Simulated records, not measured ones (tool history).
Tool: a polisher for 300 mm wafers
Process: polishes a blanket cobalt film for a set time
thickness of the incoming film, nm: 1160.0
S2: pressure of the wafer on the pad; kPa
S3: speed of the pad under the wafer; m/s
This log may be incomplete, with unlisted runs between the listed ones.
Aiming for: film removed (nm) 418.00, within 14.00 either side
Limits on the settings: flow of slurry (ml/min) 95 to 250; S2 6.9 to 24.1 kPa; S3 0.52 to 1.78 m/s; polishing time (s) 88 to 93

Run 1, hour 0.0: flow of slurry (ml/min) 160, S2 15.2 kPa, S3 1.14 m/s, polishing time (s) 88. Result: film removed (nm) 510.56.
Run 2, hour 2.1: flow of slurry (ml/min) 160, S2 15.2 kPa, S3 1.38 m/s, polishing time (s) 88. Result: film removed (nm) 610.52.
Run 3, hour 8.3: flow of slurry (ml/min) 180, S2 15.2 kPa, S3 1.38 m/s, polishing time (s) 88. Result: film removed (nm) 635.18.
Run 4, hour 9.0: flow of slurry (ml/min) 180, S2 17.9 kPa, S3 1.38 m/s, polishing time (s) 88. Result: film removed (nm) 718.80.
Run 5, hour 13.7: flow of slurry (ml/min) 175, S2 16.5 kPa, S3 1.38 m/s, polishing time (s) 88. Result: film removed (nm) 661.47.
Run 6, hour 21.9: flow of slurry (ml/min) 175, S2 16.5 kPa, S3 1.38 m/s, polishing time (s) 88. Result: film removed (nm) 676.09.
At hour 22.7: slurry nozzle cleaned.
Run 7, hour 22.7: flow of slurry (ml/min) 170, S2 15.2 kPa, S3 1.38 m/s, polishing time (s) 88. Result: film removed (nm) 648.81.
Run 8, hour 25.3: flow of slurry (ml/min) 165, S2 13.8 kPa, S3 1.36 m/s, polishing time (s) 88. Result: film removed (nm) 593.50.
Run 9, hour 32.5: flow of slurry (ml/min) 160, S2 12.4 kPa, S3 1.34 m/s, polishing time (s) 88. Result: film removed (nm) 528.56.
Run 10, hour 37.1: flow of slurry (ml/min) 155, S2 11.7 kPa, S3 1.34 m/s, polishing time (s) 88. Result: film removed (nm) 507.30.
Run 11, hour 41.2: flow of slurry (ml/min) 150, S2 11.0 kPa, S3 1.34 m/s, polishing time (s) 88. Result: film removed (nm) 478.94.
Run 12, hour 43.9: flow of slurry (ml/min) 130, S2 9.0 kPa, S3 1.34 m/s, polishing time (s) 88. Result: film removed (nm) 406.09.

4 candidate next runs follow, results not yet known. Just one meets every target within its allowed miss. Identify it.
Run A, hour 46.6: flow of slurry (ml/min) 95, S2 8.3 kPa, S3 1.44 m/s, polishing time (s) 89. Result: film removed (nm) ?.
Run B, hour 46.6: flow of slurry (ml/min) 110, S2 6.9 kPa, S3 1.60 m/s, polishing time (s) 88. Result: film removed (nm) ?.
Run C, hour 46.6: flow of slurry (ml/min) 130, S2 10.3 kPa, S3 1.26 m/s, polishing time (s) 88. Result: film removed (nm) ?.
Run D, hour 46.6: flow of slurry (ml/min) 125, S2 8.3 kPa, S3 1.34 m/s, polishing time (s) 91. Result: film removed (nm) ?.

move  film removed (nm)
   A             383.15
   B             381.89
   C             423.37
   D             390.86
A: further off than the last run
B: further off than the last run
C: hits every target within its allowed miss
D: further off than the last run
C meets every target.

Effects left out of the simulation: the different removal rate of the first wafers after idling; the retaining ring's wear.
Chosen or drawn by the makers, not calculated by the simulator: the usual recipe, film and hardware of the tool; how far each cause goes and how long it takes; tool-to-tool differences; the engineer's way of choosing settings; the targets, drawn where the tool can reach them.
